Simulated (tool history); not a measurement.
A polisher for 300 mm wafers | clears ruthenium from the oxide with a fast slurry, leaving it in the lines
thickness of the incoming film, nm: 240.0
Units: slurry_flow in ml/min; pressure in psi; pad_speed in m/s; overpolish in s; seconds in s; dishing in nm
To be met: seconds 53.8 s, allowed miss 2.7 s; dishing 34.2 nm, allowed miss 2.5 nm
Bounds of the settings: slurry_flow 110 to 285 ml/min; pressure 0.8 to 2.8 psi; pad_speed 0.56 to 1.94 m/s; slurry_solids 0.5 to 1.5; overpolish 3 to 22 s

{"run": 1, "day": 0.0, "slurry_flow": 180, "pressure": 1.8, "pad_speed": 1.24, "slurry_solids": 1, "overpolish": 11, "seconds": 79.402, "dishing": 25.757}
{"run": 2, "day": 0.271, "slurry_flow": 180, "pressure": 1.6, "pad_speed": 1.24, "slurry_solids": 1, "overpolish": 11, "seconds": 87.438, "dishing": 23.958}
{"run": 3, "day": 0.6, "slurry_flow": 180, "pressure": 1.6, "pad_speed": 0.96, "slurry_solids": 1, "overpolish": 11, "seconds": 109.63, "dishing": 19.313}
{"run": 4, "day": 0.729, "slurry_flow": 185, "pressure": 2, "pad_speed": 1, "slurry_solids": 1, "overpolish": 11, "seconds": 85.078, "dishing": 24.787}
{"run": 5, "day": 1.029, "slurry_flow": 190, "pressure": 2.2, "pad_speed": 1.02, "slurry_solids": 1, "overpolish": 11, "seconds": 78.266, "dishing": 27.824}
{"run": 6, "day": 1.058, "slurry_flow": 190, "pressure": 1.9, "pad_speed": 1.02, "slurry_solids": 1, "overpolish": 11, "seconds": 89.735, "dishing": 23.888}
{"run": 7, "day": 1.288, "slurry_flow": 190, "pressure": 2.2, "pad_speed": 1.06, "slurry_solids": 1, "overpolish": 10, "seconds": 77.886, "dishing": 24.953}
{"run": 8, "day": 1.446, "slurry_flow": 190, "pressure": 2.4, "pad_speed": 1.12, "slurry_solids": 1, "overpolish": 10, "seconds": 65.345, "dishing": 28.394}
{"run": 9, "day": 1.696, "slurry_flow": 190, "pressure": 2.5, "pad_speed": 1.12, "slurry_solids": 1, "overpolish": 10, "seconds": 61.99, "dishing": 29.535}
{"run": 10, "day": 1.912, "slurry_flow": 190, "pressure": 2.6, "pad_speed": 1.12, "slurry_solids": 1, "overpolish": 10, "seconds": 60.858, "dishing": 29.803}

Which of these 5 next moves meets every target?
{"run": "A", "day": 2.129, "slurry_flow": 215, "pressure": 2.3, "pad_speed": 1.34, "slurry_solids": 1.35, "overpolish": 13, "seconds": "?", "dishing": "?"}
{"run": "B", "day": 2.129, "slurry_flow": 110, "pressure": 2.3, "pad_speed": 1.5, "slurry_solids": 1.3, "overpolish": 10, "seconds": "?", "dishing": "?"}
{"run": "C", "day": 2.129, "slurry_flow": 170, "pressure": 2.2, "pad_speed": 1.48, "slurry_solids": 0.9, "overpolish": 11, "seconds": "?", "dishing": "?"}
{"run": "D", "day": 2.129, "slurry_flow": 235, "pressure": 2.4, "pad_speed": 1.38, "slurry_solids": 0.8, "overpolish": 9, "seconds": "?", "dishing": "?"}
{"run": "E", "day": 2.129, "slurry_flow": 160, "pressure": 2.4, "pad_speed": 1.18, "slurry_solids": 1.25, "overpolish": 11, "seconds": "?", "dishing": "?"}

move=A seconds=53.869 dishing=43.042
move=B seconds=55.496 dishing=33.676
move=C seconds=59.928 dishing=34.215
move=D seconds=58.265 dishing=29.449
move=E seconds=61.661 dishing=33.386
A: brings the result that was furthest off to its target, and leaves another outside
B: meets every target
C: nearer than the last run, and not there yet
D: nearer than the last run, and not there yet
E: further off than the last run
Move B is the one to make.
